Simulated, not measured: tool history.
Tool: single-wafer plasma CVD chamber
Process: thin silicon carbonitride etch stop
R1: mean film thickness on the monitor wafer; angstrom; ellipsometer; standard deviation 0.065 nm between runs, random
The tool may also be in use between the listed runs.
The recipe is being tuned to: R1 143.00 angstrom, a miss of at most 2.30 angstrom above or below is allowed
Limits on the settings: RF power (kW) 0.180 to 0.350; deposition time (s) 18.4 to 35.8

Run 1, day 0.000: RF power (kW) 0.265, deposition time (s) 27.1. Result: R1 167.34 angstrom.
Run 2, day 0.071: RF power (kW) 0.265, deposition time (s) 30.8. Result: R1 190.79 angstrom.
Run 3, day 0.271: RF power (kW) 0.250, deposition time (s) 29.6. Result: R1 181.60 angstrom.
Run 4, day 0.317: RF power (kW) 0.270, deposition time (s) 29.6. Result: R1 184.50 angstrom.
Run 5, day 0.683: RF power (kW) 0.260, deposition time (s) 28.5. Result: R1 176.59 angstrom.
Run 6, day 0.933: RF power (kW) 0.250, deposition time (s) 27.5. Result: R1 169.20 angstrom.
Run 7, day 1.071: RF power (kW) 0.245, deposition time (s) 26.6. Result: R1 162.17 angstrom.
Run 8, day 1.262: RF power (kW) 0.240, deposition time (s) 26.1. Result: R1 160.96 angstrom.
Run 9, day 1.412: RF power (kW) 0.240, deposition time (s) 25.4. Result: R1 155.09 angstrom.
Run 10, day 1.458: RF power (kW) 0.240, deposition time (s) 25.4. Result: R1 154.83 angstrom.
Run 11, day 1.650: RF power (kW) 0.235, deposition time (s) 25.1. Result: R1 152.34 angstrom.
Run 12, day 1.958: RF power (kW) 0.230, deposition time (s) 24.9. Result: R1 151.10 angstrom.
Run 13, day 2.250: RF power (kW) 0.225, deposition time (s) 24.7. Result: R1 147.96 angstrom.

5 next moves are on the table. One of them brings every result within its allowed miss. Which?
Run A, day 2.542: RF power (kW) 0.250, deposition time (s) 23.2. Result: R1 ?.
Run B, day 2.542: RF power (kW) 0.200, deposition time (s) 23.5. Result: R1 ?.
Run C, day 2.542: RF power (kW) 0.185, deposition time (s) 24.0. Result: R1 ?.
Run D, day 2.542: RF power (kW) 0.195, deposition time (s) 25.3. Result: R1 ?.
Run E, day 2.542: RF power (kW) 0.215, deposition time (s) 25.4. Result: R1 ?.

move      R1
   A  142.47
   B  137.86
   C  138.67
   D  147.69
   E  151.18
A: hits every target within its allowed miss
B: moves the result that the last run missed by most past its target, out the other side
C: moves the result that the last run missed by most past its target, out the other side
D: gains on the last run, yet a result remains outside its allowed miss
E: misses by more than the last run did
The move that meets every target is A.
